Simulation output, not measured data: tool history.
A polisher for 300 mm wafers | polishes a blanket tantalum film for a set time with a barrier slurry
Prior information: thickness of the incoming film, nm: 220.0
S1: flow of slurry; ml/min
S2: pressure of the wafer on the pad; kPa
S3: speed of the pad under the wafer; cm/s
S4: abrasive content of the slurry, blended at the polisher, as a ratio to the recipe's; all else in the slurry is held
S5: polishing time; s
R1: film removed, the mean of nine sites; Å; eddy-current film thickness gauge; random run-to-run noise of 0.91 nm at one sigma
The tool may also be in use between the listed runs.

{"run": 1, "hour": 0.0, "S1": 210, "S2": 13.1, "S3": 90, "S4": 1.0, "S5": 72, "R1": 788.31}
{"run": 2, "hour": 5.2, "S1": 210, "S2": 13.1, "S3": 108, "S4": 1.0, "S5": 72, "R1": 967.25}
{"run": 3, "hour": 13.7, "S1": 160, "S2": 13.1, "S3": 108, "S4": 1.0, "S5": 72, "R1": 913.9}
{"run": 4, "hour": 17.0, "S1": 160, "S2": 12.4, "S3": 108, "S4": 1.0, "S5": 72, "R1": 868.44}
{"run": 5, "hour": 20.3, "S1": 160, "S2": 11.7, "S3": 108, "S4": 1.0, "S5": 72, "R1": 816.24}
{"run": 6, "hour": 27.5, "S1": 160, "S2": 11.7, "S3": 116, "S4": 1.0, "S5": 72, "R1": 882.86}

What will run 7 give?
{"run": 7, "hour": 32.5, "S1": 160, "S2": 11.0, "S3": 116, "S4": 1.0, "S5": 72, "R1": "?"}

{"run 7": {"R1": 833.0}}
